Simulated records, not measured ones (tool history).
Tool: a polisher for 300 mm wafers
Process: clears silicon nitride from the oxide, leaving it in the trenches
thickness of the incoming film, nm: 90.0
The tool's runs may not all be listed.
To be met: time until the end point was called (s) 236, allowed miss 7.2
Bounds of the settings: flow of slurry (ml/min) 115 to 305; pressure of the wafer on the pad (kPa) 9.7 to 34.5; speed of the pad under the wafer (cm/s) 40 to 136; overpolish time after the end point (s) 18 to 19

run    day  flow of slurry (ml/min)  pressure of the wafer on the pad (kPa)  speed of the pad under the wafer (cm/s)  overpolish time after the end point (s)  time until the end point was called (s)
  1      0                      195                                    22.1                                       88                                       18                                   121.62
  2  0.162                      195                                    26.9                                       88                                       18                                   102.09
  3  0.321                      195                                    26.9                                       88                                       19                                   101.14
  4   0.35                      190                                    24.1                                       86                                       19                                   115.52
  5  0.708                      190                                    22.1                                       84                                       19                                   125.29
  6  0.771                      190                                    22.1                                       84                                       18                                    127.5
  7  0.971                      190                                      20                                       82                                       18                                   140.53
  8  1.321                      190                                    18.6                                       80                                       18                                   154.47
  9  1.658                      190                                    17.2                                       80                                       18                                   165.61
 10  1.925                      190                                    15.9                                       80                                       18                                   182.41
 11  2.275                      190                                    15.2                                       80                                       18                                   186.89
 12  2.342                      190                                    15.2                                       80                                       18                                    187.1
 13  2.646                      190                                    15.2                                       80                                       18                                   186.91
 14   2.95                      190                                    14.5                                       80                                       18                                   198.15
 15  3.217                      190                                    13.8                                       80                                       18                                   206.36
 16  3.508                      190                                    13.1                                       80                                       18                                   216.04
 17  3.796                      175                                      11                                       80                                       18                                   255.78
 18  3.833                      180                                      11                                       80                                       18                                   252.75
 19  4.121                      185                                      11                                       80                                       18                                   255.78
 20  4.288                      190                                      11                                       80                                       18                                    256.4
 21  4.421                      205                                    13.1                                       80                                       18                                   214.69
 22  4.558                      200                                    13.1                                       80                                       18                                   213.49
 23  4.888                      195                                    10.3                                       80                                       18                                   267.69

5 next moves are on the table. One of them brings every result within its allowed miss. Which?
  A  5.217                      210                                    11.7                                       82                                       18                                        ?
  B  5.217                      205                                    10.3                                       90                                       18                                        ?
  C  5.217                      195                                      11                                       82                                       18                                        ?
  D  5.217                      210                                    10.3                                       68                                       19                                        ?
  E  5.217                      175                                    10.3                                       92                                       18                                        ?

move  time until the end point was called (s)
   A                                   237.32
   B                                   253.22
   C                                   253.08
   D                                   296.52
   E                                   253.76
A: meets every target
B: nearer than the last run, and not there yet
C: nearer than the last run, and not there yet
D: further off than the last run
E: nearer than the last run, and not there yet
Move A is the one to make.
